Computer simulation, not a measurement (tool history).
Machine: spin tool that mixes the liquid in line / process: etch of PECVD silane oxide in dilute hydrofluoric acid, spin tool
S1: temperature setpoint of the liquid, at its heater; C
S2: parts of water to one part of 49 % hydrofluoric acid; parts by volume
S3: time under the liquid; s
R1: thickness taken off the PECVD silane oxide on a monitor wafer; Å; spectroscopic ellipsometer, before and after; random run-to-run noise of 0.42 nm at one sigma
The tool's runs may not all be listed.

Run 1, hour 0: S1 21 C, S2 160 parts by volume, S3 230 s. Result: R1 363.13 Å.
Run 2, hour 9: S1 22 C, S2 160 parts by volume, S3 230 s. Result: R1 377 Å.
Run 3, hour 14.5: S1 24 C, S2 135 parts by volume, S3 230 s. Result: R1 500.44 Å.
Run 4, hour 22: S1 26.5 C, S2 135 parts by volume, S3 230 s. Result: R1 548.01 Å.
Run 5, hour 23.1: S1 27.5 C, S2 120 parts by volume, S3 230 s. Result: R1 649.88 Å.
Run 6, hour 29.5: S1 28 C, S2 110 parts by volume, S3 230 s. Result: R1 730.05 Å.
Run 7, hour 35.8: S1 28.5 C, S2 105 parts by volume, S3 230 s. Result: R1 789.73 Å.

What will run 8 give?
Run 8, hour 39.4: S1 28.5 C, S2 100 parts by volume, S3 230 s. Result: R1 ?.

R1: 839.01 Å
